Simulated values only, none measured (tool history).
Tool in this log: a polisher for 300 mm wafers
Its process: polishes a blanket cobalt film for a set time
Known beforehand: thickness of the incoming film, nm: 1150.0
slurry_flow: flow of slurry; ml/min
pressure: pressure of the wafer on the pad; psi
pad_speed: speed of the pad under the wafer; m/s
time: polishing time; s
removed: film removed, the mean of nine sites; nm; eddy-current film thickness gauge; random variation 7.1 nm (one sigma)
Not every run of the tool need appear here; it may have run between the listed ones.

run	hour	slurry_flow	pressure	pad_speed	time	removed
1	0.0	155	2.1	1.20	88	475.84
2	5.8	160	2.4	1.20	88	513.00
3	7.1	160	2.6	1.26	88	566.39
4	9.6	160	2.8	1.32	88	628.80
5	17.6	160	2.8	1.32	92	662.22
6	20.0	160	2.8	1.32	92	665.13

Run 7 has not been measured yet. What should we expect?
7	26.2	165	2.9	1.34	92	?

For run 7 the tool returned removed 688.36 nm.
